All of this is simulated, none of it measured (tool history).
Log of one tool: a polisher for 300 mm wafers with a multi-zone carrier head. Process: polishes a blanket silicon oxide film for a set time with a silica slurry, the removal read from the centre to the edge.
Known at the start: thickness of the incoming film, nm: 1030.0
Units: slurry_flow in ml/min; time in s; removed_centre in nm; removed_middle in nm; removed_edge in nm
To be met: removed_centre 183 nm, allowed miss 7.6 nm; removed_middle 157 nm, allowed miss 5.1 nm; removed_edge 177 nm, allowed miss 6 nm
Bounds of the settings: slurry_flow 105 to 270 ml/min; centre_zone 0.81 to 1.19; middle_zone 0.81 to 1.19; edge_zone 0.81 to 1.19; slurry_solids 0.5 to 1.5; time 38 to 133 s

run   hour  slurry_flow  centre_zone  middle_zone  edge_zone  slurry_solids  time  removed_centre  removed_middle  removed_edge
  1      0          175            1            1          1              1    85          265.32          273.16        274.32
  2    7.4          195            1            1          1              1    85          273.37          272.73        274.53
  3     14          195            1            1          1           1.05    85          276.06          275.26        280.13
  4     18          195            1            1       0.94           1.05    85          282.06          279.44        270.58
  5   21.7          195            1         1.09       0.94           1.05    85          274.42          300.18        273.75
  6   26.4          195            1         1.09       0.94           1.05   103          335.12          363.68        329.18
  7     30          195            1         1.05       0.95           0.95    97          303.16           307.8        298.22
  8   33.4          195         0.99         1.03       0.94           0.85    93          269.39          270.64        265.81
  9   39.7          195         0.98            1       0.93            0.8    91          243.31          255.45        252.21
 10   43.1          200         0.99         0.98       0.93           0.75    88          232.45          233.58        231.84
 11   44.2          155         0.96         0.88        0.9            0.5    83          152.09          143.19        157.34
 12   52.5          205         1.03         0.85       0.95            0.5    83          169.51          142.82        163.67
 13   58.4          225         1.06         0.91       1.03            0.6    83          206.45           177.7        196.97
 14   62.7          215         1.06         0.91       1.02            0.6    83          203.17          179.18        194.78
 15   67.8          205         1.06          0.9       1.01            0.6    83          201.97          173.61        197.32
 16   72.2          205         1.05         0.89          1            0.6    83          195.56          172.39        193.51
 17   74.7          205         1.05         0.88       0.99            0.6    83          195.42          171.27        194.06
 18     82          155         1.06         0.85        0.9           0.55    83          184.89          149.77        168.56
 19   84.6          155         1.06         0.86       0.91           0.55    83          181.73          150.22        166.58
 20   92.8          175         1.03         0.86       0.97            0.6    83          194.82          161.24        189.73
 21  100.6          175         1.03         0.86       0.96            0.6    83          192.71          166.08        189.29
 22  101.4          175         1.03         0.86       0.95            0.6    83          187.82          164.82        184.46
 23  107.4          175         1.03         0.85       0.94            0.6    83          192.68          163.77        186.73
 24  109.8          170         1.03         0.85       0.93            0.6    83          190.75          163.26        184.03
 25  113.4          170         1.03         0.85       0.92            0.6    83          192.51          161.95        184.14
 26  115.4          165         1.03         0.85       0.92            0.6    83          188.36           160.3        183.06
 27  124.5          165         1.03         0.85       0.91            0.6    83          192.25          161.56        185.01
 28  133.1          140         1.01         0.86       0.87           0.55    83          170.55           150.3        161.03

Which of these 4 next moves meets every target?
  A  141.7          125         1.09         0.81       1.01            0.6    82               ?               ?             ?
  B  141.7          185         1.03         0.85       0.92           0.55    86               ?               ?             ?
  C  141.7          130         1.04         0.87       0.81            0.6    81               ?               ?             ?
  D  141.7          125         1.11         0.89       0.81            0.6    87               ?               ?             ?

move  removed_centre  removed_middle  removed_edge
   A          192.14          149.13        183.88
   B          186.52          158.46         178.6
   C          182.13             157        167.29
   D           207.7          170.97        179.03
A: takes the result that was furthest off past its target
B: meets every target
C: nearer than the last run, and not there yet
D: brings the result that was furthest off to its target, and leaves another outside
Move B is the one to make.

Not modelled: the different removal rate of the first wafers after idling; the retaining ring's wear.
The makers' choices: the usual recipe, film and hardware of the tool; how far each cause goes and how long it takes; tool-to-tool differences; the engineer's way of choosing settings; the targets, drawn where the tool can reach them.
